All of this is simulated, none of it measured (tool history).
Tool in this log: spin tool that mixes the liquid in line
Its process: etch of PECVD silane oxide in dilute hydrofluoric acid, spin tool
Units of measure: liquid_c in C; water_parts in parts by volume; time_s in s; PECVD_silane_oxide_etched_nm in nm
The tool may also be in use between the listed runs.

| run | day | liquid_c | water_parts | time_s | PECVD_silane_oxide_etched_nm |
|---|---|---|---|---|---|
| 1 | 0.000 | 21.0 | 140 | 20 | 2.5411 |
| 2 | 0.104 | 21.5 | 135 | 20 | 2.7186 |
| 3 | 0.308 | 22.0 | 130 | 20 | 2.8782 |
| 4 | 0.567 | 22.0 | 130 | 15 | 2.1458 |
| 5 | 0.938 | 20.0 | 130 | 15 | 1.9962 |
| 6 | 1.129 | 20.0 | 150 | 15 | 1.6920 |
| 7 | 1.204 | 21.0 | 140 | 15 | 1.9121 |
| 8 | 1.471 | 21.5 | 130 | 15 | 2.1515 |

Estimate the outcome of run 9 from the log above:
| 9 | 1.517 | 25.5 | 75 | 15 | ? |

PECVD_silane_oxide_etched_nm: 4.6804 nm
